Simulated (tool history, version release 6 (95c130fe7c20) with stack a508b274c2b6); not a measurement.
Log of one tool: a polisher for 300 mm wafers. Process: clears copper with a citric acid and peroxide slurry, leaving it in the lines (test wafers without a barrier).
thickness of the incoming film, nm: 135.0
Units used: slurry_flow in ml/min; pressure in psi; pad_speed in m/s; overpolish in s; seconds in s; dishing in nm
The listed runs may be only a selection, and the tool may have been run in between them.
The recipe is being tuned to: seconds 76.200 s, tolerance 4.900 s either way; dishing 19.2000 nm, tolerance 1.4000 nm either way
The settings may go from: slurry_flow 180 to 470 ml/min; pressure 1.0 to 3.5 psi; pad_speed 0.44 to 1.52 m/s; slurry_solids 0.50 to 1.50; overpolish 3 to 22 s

run  hour  slurry_flow  pressure  pad_speed  slurry_solids  overpolish  seconds  dishing
  1   0.0          300       2.2       0.98           1.00          11   97.659   9.9232
  2   8.9          300       2.2       1.10           1.00          11   86.647  10.7950
  3  10.1          300       2.8       1.10           1.00          11   70.215  12.8310
  4  11.0          335       2.8       1.10           1.00          11   67.788  13.1420
  5  16.0          335       2.8       1.10           0.80          11   71.657  12.8630
  6  23.2          335       2.8       1.34           0.80          11   63.050  14.8060
  7  29.9          330       2.7       1.36           0.80          12   64.170  15.1160
  8  31.8          330       2.6       1.36           0.80          13   67.277  16.3060
  9  36.4          330       2.5       1.36           0.80          14   68.041  16.6620
 10  38.4          325       2.4       1.36           0.80          15   69.702  17.4010
 11  44.3          325       2.3       1.36           0.80          16   71.953  16.9110
     47.6  -- slurry blender recalibrated
 12  47.6          325       2.3       1.36           0.80          16   67.697  18.4160
 13  51.3          320       2.2       1.36           0.80          17   71.506  18.5780

4 next moves are on the table. One of them brings every result within its allowed miss. Which?
  A  55.0          340       2.3       1.34           0.85          17        ?        ?
  B  55.0          375       2.2       1.22           0.80          19        ?        ?
  C  55.0          355       2.3       1.42           0.70          16        ?        ?
  D  55.0          255       2.4       1.52           0.85          16        ?        ?

move  seconds  dishing
   A   68.134  19.3030
   B   77.163  19.0980
   C   67.803  18.4760
   D   60.688  20.1450
A: the biggest miss grows against the last run
B: meets every target
C: the biggest miss grows against the last run
D: the biggest miss grows against the last run
Go with B: it meets all targets.
